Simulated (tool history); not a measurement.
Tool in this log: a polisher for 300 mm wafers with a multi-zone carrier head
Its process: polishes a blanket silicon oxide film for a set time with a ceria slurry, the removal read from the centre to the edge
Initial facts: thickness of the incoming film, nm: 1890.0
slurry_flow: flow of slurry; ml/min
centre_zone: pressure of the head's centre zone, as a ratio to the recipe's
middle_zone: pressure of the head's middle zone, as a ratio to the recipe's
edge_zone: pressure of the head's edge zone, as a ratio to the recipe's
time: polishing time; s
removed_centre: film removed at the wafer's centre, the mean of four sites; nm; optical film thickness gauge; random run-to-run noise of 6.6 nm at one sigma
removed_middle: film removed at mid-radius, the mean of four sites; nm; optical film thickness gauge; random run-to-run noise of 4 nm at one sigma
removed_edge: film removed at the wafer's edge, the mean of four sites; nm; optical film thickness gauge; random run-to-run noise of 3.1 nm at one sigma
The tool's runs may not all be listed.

run 1 hour=0.0 | slurry_flow=260 centre_zone=1.00 middle_zone=1.00 edge_zone=1.00 time=86 | removed_centre=381.22 removed_middle=374.91 removed_edge=380.09
run 2 hour=5.1 | slurry_flow=260 centre_zone=1.00 middle_zone=1.00 edge_zone=1.00 time=102 | removed_centre=446.48 removed_middle=445.20 removed_edge=459.24
run 3 hour=10.8 | slurry_flow=260 centre_zone=1.00 middle_zone=0.92 edge_zone=1.00 time=102 | removed_centre=451.78 removed_middle=428.72 removed_edge=451.00
run 4 hour=16.5 | slurry_flow=265 centre_zone=1.02 middle_zone=0.92 edge_zone=1.01 time=102 | removed_centre=463.05 removed_middle=426.96 removed_edge=459.43
run 5 hour=17.1 | slurry_flow=310 centre_zone=1.02 middle_zone=0.92 edge_zone=1.01 time=102 | removed_centre=462.16 removed_middle=436.58 removed_edge=463.82
run 6 hour=24.0 | slurry_flow=310 centre_zone=1.04 middle_zone=0.92 edge_zone=1.01 time=102 | removed_centre=483.40 removed_middle=442.04 removed_edge=469.76
run 7 hour=24.8 | slurry_flow=310 centre_zone=1.05 middle_zone=0.92 edge_zone=1.01 time=102 | removed_centre=488.86 removed_middle=431.04 removed_edge=470.17
run 8 hour=32.2 | slurry_flow=315 centre_zone=1.06 middle_zone=0.93 edge_zone=1.00 time=102 | removed_centre=499.10 removed_middle=437.36 removed_edge=463.97

For run 9, what comes out?
run 9 hour=37.0 | slurry_flow=315 centre_zone=1.07 middle_zone=0.93 edge_zone=1.00 time=102 | removed_centre=? removed_middle=? removed_edge=?

Run 9 came out at removed_centre 506.58 nm, removed_middle 436.25 nm, removed_edge 463.89 nm.
